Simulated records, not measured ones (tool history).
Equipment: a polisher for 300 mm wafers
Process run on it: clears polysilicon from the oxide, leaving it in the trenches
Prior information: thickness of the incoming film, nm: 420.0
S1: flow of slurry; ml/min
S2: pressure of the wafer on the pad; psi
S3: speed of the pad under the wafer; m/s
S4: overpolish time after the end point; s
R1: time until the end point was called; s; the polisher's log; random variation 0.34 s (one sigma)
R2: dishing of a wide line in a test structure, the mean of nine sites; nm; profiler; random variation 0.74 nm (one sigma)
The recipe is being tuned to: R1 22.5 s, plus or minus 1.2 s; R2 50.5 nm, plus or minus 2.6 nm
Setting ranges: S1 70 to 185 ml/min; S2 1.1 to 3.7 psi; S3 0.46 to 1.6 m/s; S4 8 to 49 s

run,hour,S1,S2,S3,S4,R1,R2
1,0,120,2.4,1.02,25,28.806,51.964
2,7.1,120,2.4,1.2,25,24.139,54.49
3,10.4,120,2,1.2,25,27.47,53.028
4,17.6,135,2.1,1.18,21,27.474,54.066
5,19.7,155,2.1,1.18,21,26.862,52.26
6,24.8,155,2.1,1.18,11,25.554,52.028
7,27,165,2.2,1.18,10,25.025,51.188
8,29.2,165,2.3,1.18,10,24.375,51.328

Pick the move, out of 5, that brings all results within their allowed miss; only one does.
A,31.4,185,2.8,1.04,8,?,?
B,31.4,175,3,1.14,8,?,?
C,31.4,185,2.3,1.12,11,?,?
D,31.4,185,3.1,1.06,8,?,?
E,31.4,165,2.8,1.24,8,?,?

move,R1,R2
A,22.725,51.707
B,19.812,52.817
C,24.729,53.422
D,20.524,52.561
E,19.496,52.928
A: every result within its allowed miss
B: the result that was furthest off in the last run now lies on the other side of its target
C: misses by more than the last run did
D: the result that was furthest off in the last run now lies on the other side of its target
E: the result that was furthest off in the last run now lies on the other side of its target
A is the move that brings every result within its allowed miss.

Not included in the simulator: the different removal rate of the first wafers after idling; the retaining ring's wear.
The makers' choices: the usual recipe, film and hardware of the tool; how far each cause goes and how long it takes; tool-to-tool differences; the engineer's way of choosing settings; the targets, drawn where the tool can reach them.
